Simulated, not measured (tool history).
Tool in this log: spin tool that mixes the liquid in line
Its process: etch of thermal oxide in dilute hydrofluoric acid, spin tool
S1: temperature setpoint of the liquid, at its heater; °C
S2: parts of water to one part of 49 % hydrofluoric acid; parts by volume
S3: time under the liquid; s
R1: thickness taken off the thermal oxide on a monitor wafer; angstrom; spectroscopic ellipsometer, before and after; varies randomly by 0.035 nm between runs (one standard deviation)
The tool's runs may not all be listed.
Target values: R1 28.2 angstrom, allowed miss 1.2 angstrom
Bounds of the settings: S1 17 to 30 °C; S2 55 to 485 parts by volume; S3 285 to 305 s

run 1 hour=0 | S1=22 S2=270 S3=285 | R1=40.974
run 2 hour=4.9 | S1=21 S2=280 S3=285 | R1=37.792
run 3 hour=13.4 | S1=20.5 S2=290 S3=285 | R1=35.064
run 4 hour=19 | S1=19 S2=290 S3=285 | R1=34.086
run 5 hour=23.9 | S1=19 S2=235 S3=285 | R1=44.944
run 6 hour=31.5 | S1=19 S2=280 S3=285 | R1=35.2
run 7 hour=35.6 | S1=18.5 S2=290 S3=285 | R1=32.547
run 8 hour=38 | S1=18 S2=295 S3=285 | R1=31.837
run 9 hour=43.7 | S1=18 S2=300 S3=285 | R1=30.905
run 10 hour=47.8 | S1=18 S2=300 S3=285 | R1=30.779
run 11 hour=55.3 | S1=18 S2=305 S3=285 | R1=30.254

Which single option among these 5 for the next run brings every result within its allowed miss of target? Just one does.
run A hour=62.8 | S1=17.5 S2=295 S3=285 | R1=?
run B hour=62.8 | S1=17 S2=345 S3=285 | R1=?
run C hour=62.8 | S1=17 S2=340 S3=285 | R1=?
run D hour=62.8 | S1=18.5 S2=350 S3=305 | R1=?
run E hour=62.8 | S1=17.5 S2=345 S3=285 | R1=?

move=A R1=31.539
move=B R1=25.361
move=C R1=25.843
move=D R1=28.105
move=E R1=25.822
A: lands further from the targets than the last run did
B: takes the biggest miss from the last run beyond its target
C: takes the biggest miss from the last run beyond its target
D: each result inside its tolerance
E: takes the biggest miss from the last run beyond its target
Correct choice: D, which meets every target
